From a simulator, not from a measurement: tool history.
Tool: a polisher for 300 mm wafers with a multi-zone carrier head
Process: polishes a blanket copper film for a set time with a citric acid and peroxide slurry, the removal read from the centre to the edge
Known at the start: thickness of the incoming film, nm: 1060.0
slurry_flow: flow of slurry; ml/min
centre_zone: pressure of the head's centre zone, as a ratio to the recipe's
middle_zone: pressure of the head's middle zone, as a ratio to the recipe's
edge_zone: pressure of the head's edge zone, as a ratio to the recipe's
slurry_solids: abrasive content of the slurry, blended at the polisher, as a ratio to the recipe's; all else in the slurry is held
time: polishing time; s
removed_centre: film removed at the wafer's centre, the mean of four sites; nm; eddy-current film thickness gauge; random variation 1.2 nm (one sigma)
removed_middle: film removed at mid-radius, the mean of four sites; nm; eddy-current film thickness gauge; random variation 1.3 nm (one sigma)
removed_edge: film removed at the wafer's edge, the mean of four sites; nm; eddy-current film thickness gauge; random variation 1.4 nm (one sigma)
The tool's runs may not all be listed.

Run 1, hour 0: slurry_flow 310 ml/min, centre_zone 1, middle_zone 1, edge_zone 1, slurry_solids 1, time 73 s. Result: removed_centre 131.43 nm, removed_middle 127.61 nm, removed_edge 127.93 nm.
Run 2, hour 5.9: slurry_flow 310 ml/min, centre_zone 0.99, middle_zone 1.02, edge_zone 1.05, slurry_solids 1.15, time 76 s. Result: removed_centre 139.3 nm, removed_middle 137.57 nm, removed_edge 142.59 nm.
Run 3, hour 7.3: slurry_flow 310 ml/min, centre_zone 0.99, middle_zone 1.02, edge_zone 0.98, slurry_solids 1.15, time 76 s. Result: removed_centre 141.18 nm, removed_middle 137.32 nm, removed_edge 137.52 nm.
Run 4, hour 15.8: slurry_flow 310 ml/min, centre_zone 0.99, middle_zone 1.02, edge_zone 0.98, slurry_solids 1.3, time 76 s. Result: removed_centre 145.37 nm, removed_middle 141.7 nm, removed_edge 144.1 nm.
Run 5, hour 17: slurry_flow 325 ml/min, centre_zone 1, middle_zone 1.05, edge_zone 1.03, slurry_solids 1.35, time 78 s. Result: removed_centre 151.95 nm, removed_middle 153.61 nm, removed_edge 148.71 nm.
Run 6, hour 17.8: slurry_flow 325 ml/min, centre_zone 1, middle_zone 1.05, edge_zone 1.03, slurry_solids 1.35, time 63 s. Result: removed_centre 124.05 nm, removed_middle 122.2 nm, removed_edge 122.33 nm.

The next listed run, before its measurement:
Run 7, hour 26.3: slurry_flow 300 ml/min, centre_zone 0.99, middle_zone 1.05, edge_zone 1.05, slurry_solids 1.4, time 70 s. Result: removed_centre ?, removed_middle ?, removed_edge ?.

removed_centre: 134.87 nm
removed_middle: 136.91 nm
removed_edge: 135.94 nm
